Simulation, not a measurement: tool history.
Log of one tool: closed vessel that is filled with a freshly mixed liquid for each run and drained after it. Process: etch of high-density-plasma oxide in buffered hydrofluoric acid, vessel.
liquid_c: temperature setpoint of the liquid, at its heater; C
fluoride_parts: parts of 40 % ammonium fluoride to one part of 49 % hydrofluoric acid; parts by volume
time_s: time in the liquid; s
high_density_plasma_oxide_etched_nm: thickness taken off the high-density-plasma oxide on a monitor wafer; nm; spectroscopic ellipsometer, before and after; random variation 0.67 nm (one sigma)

run	day	liquid_c	fluoride_parts	time_s	high_density_plasma_oxide_etched_nm
1	0.000	22.0	11.5	105	96.310
2	0.104	24.0	11.5	105	104.830
3	0.279	23.0	11.5	105	98.219
4	0.571	23.0	10.0	105	113.950
5	0.692	23.0	10.0	105	115.280
6	0.808	22.0	10.0	105	108.230
7	0.983	22.0	10.0	105	108.070

Forecast run 8:
8	1.288	21.5	10.0	105	?

Run 8 gave high_density_plasma_oxide_etched_nm 106.520 nm.

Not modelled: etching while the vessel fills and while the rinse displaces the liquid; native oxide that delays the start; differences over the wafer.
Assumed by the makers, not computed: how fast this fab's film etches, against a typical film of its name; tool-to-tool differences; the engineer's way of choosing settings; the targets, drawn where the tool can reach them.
